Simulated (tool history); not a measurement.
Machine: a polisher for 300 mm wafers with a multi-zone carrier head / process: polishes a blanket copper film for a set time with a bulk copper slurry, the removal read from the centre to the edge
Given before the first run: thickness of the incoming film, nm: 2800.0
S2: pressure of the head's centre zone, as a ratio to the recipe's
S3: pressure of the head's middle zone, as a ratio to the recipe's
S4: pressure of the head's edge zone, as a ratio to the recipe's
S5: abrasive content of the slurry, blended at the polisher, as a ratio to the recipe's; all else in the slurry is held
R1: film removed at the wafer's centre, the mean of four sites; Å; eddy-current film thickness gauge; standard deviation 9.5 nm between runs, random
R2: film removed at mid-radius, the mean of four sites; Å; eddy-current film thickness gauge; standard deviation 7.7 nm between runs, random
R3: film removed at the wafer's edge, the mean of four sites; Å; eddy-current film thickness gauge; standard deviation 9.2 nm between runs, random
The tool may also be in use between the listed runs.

run 1 hour=0 | flow_of_slurry_(ml/min)=135 S2=1 S3=1 S4=1 S5=1 polishing_time_(s)=42 | R1=5636.6 R2=5493.5 R3=5571.9
run 2 hour=3.5 | flow_of_slurry_(ml/min)=135 S2=0.99 S3=1.01 S4=1.02 S5=1.05 polishing_time_(s)=43 | R1=5776.5 R2=5642.2 R3=5812
run 3 hour=8.2 | flow_of_slurry_(ml/min)=140 S2=0.97 S3=1.02 S4=1.04 S5=1.1 polishing_time_(s)=44 | R1=5883.4 R2=6015.9 R3=6263.2
run 4 hour=13.1 | flow_of_slurry_(ml/min)=145 S2=0.97 S3=1.03 S4=1.06 S5=1.15 polishing_time_(s)=44 | R1=6155.5 R2=6117.1 R3=6372.1
run 5 hour=21.1 | flow_of_slurry_(ml/min)=145 S2=0.89 S3=1.03 S4=1.06 S5=1.15 polishing_time_(s)=44 | R1=5486.4 R2=6158.3 R3=6282.7
run 6 hour=28.9 | flow_of_slurry_(ml/min)=145 S2=0.89 S3=1.03 S4=1.06 S5=0.95 polishing_time_(s)=44 | R1=5339.2 R2=5820.7 R3=6012.1
run 7 hour=36.6 | flow_of_slurry_(ml/min)=150 S2=0.89 S3=1.04 S4=1.07 S5=1 polishing_time_(s)=44 | R1=5336.8 R2=6052.7 R3=6032.1
run 8 hour=40.9 | flow_of_slurry_(ml/min)=150 S2=0.89 S3=1.04 S4=1.08 S5=1.05 polishing_time_(s)=45 | R1=5681.3 R2=6119.9 R3=6357.5

What does the tool deliver on the next run?
run 9 hour=46.9 | flow_of_slurry_(ml/min)=150 S2=0.88 S3=1.05 S4=1.09 S5=1.1 polishing_time_(s)=46 | R1=? R2=? R3=?

Run 9 yielded R1 5696.1 Å, R2 6364 Å, R3 6604.7 Å.
